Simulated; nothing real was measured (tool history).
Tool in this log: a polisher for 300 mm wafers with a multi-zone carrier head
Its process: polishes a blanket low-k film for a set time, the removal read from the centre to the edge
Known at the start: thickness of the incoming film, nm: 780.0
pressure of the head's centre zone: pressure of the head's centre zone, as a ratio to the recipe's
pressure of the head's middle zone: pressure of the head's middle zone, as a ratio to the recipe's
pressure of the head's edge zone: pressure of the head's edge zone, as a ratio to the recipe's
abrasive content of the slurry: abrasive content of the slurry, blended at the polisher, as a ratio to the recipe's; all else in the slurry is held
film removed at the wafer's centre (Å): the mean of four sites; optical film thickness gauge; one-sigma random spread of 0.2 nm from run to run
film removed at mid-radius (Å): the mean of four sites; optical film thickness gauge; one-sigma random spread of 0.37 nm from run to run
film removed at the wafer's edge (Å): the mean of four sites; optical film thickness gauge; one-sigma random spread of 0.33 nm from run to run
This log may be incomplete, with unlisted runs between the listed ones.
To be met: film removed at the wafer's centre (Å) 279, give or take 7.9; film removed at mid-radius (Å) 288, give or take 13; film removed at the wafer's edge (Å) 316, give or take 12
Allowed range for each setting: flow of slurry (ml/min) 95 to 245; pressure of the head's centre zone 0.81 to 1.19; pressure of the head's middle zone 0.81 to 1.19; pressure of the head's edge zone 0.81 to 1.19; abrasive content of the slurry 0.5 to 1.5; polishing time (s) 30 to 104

| run | hour | flow of slurry (ml/min) | pressure of the head's centre zone | pressure of the head's middle zone | pressure of the head's edge zone | abrasive content of the slurry | polishing time (s) | film removed at the wafer's centre (Å) | film removed at mid-radius (Å) | film removed at the wafer's edge (Å) |
|---|---|---|---|---|---|---|---|---|---|---|
| 1 | 0 | 155 | 1 | 1 | 1 | 1 | 67 | 254.5 | 259.05 | 255.44 |
| 2 | 6.4 | 155 | 1 | 1 | 1 | 1.15 | 67 | 268.85 | 273.64 | 271.4 |
| 3 | 10.4 | 115 | 1 | 1 | 1 | 1.15 | 67 | 245.48 | 255.78 | 260.91 |
| 4 | 16.1 | 115 | 1 | 0.95 | 1 | 1.15 | 67 | 248.47 | 246.92 | 261.27 |
| 5 | 19.4 | 115 | 1 | 0.9 | 1 | 1.15 | 67 | 247.99 | 240.3 | 257.63 |
| 6 | 20.9 | 120 | 1 | 0.91 | 1.02 | 1.15 | 67 | 250.08 | 244.4 | 262.67 |
| 7 | 24.9 | 125 | 1 | 0.91 | 1.04 | 1.15 | 67 | 254.51 | 243 | 262.98 |
| 8 | 26.9 | 125 | 0.99 | 0.92 | 1.05 | 1.2 | 67 | 253.81 | 248.54 | 271.65 |

Consider the 4 candidate settings below. Which is the only one whose results all fall within their allowed miss of target?
| A | 28.9 | 175 | 1.14 | 0.87 | 1.1 | 1.15 | 58 | ? | ? | ? |
| B | 28.9 | 130 | 0.85 | 1.14 | 0.9 | 1.15 | 68 | ? | ? | ? |
| C | 28.9 | 95 | 0.91 | 0.92 | 1.17 | 1.5 | 80 | ? | ? | ? |
| D | 28.9 | 125 | 0.95 | 0.95 | 1.07 | 1.25 | 75 | ? | ? | ? |

| move | film removed at the wafer's centre (Å) | film removed at mid-radius (Å) | film removed at the wafer's edge (Å) |
|---|---|---|---|
| A | 267.34 | 212.39 | 248.33 |
| B | 224.14 | 295.76 | 252.69 |
| C | 279.55 | 292.8 | 351.35 |
| D | 278.97 | 285.16 | 310.84 |
A: its largest miss is bigger than the last run's
B: its largest miss is bigger than the last run's
C: takes the biggest miss from the last run beyond its target
D: every result within its allowed miss
So the answer is move D, the one that meets all the targets.

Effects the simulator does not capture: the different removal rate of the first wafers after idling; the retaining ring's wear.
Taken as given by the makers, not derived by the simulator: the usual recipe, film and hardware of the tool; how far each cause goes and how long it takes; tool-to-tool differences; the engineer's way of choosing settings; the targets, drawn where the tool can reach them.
